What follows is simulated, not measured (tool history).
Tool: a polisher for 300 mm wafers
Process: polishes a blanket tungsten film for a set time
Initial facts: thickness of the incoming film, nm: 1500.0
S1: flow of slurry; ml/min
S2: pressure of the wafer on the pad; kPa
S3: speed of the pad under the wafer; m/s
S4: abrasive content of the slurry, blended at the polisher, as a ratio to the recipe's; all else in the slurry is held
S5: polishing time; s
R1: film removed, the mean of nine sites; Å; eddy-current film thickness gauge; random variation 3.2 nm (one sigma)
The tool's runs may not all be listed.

run 1 hour=0.0 | S1=170 S2=24.8 S3=1.00 S4=1.0 S5=123 | R1=5939.0
run 2 hour=7.7 | S1=160 S2=24.1 S3=1.00 S4=1.0 S5=123 | R1=5712.3
run 3 hour=12.3 | S1=160 S2=24.1 S3=1.00 S4=1.1 S5=123 | R1=5840.9
run 4 hour=16.4 | S1=155 S2=23.4 S3=1.00 S4=1.1 S5=123 | R1=5634.1
run 5 hour=18.2 | S1=155 S2=23.4 S3=1.00 S4=1.1 S5=129 | R1=5998.2
run 6 hour=24.1 | S1=155 S2=23.4 S3=1.14 S4=1.1 S5=129 | R1=6713.9
run 7 hour=25.1 | S1=145 S2=22.1 S3=1.14 S4=1.1 S5=129 | R1=6285.6
run 8 hour=33.0 | S1=140 S2=20.7 S3=1.14 S4=1.1 S5=129 | R1=5838.1
run 9 hour=34.5 | S1=135 S2=20.0 S3=1.14 S4=1.1 S5=129 | R1=5681.9

Predict the results of run 10:
run 10 hour=37.1 | S1=135 S2=20.0 S3=1.14 S4=1.1 S5=129 | R1=?

{"run 10": {"R1": 5687.3}}
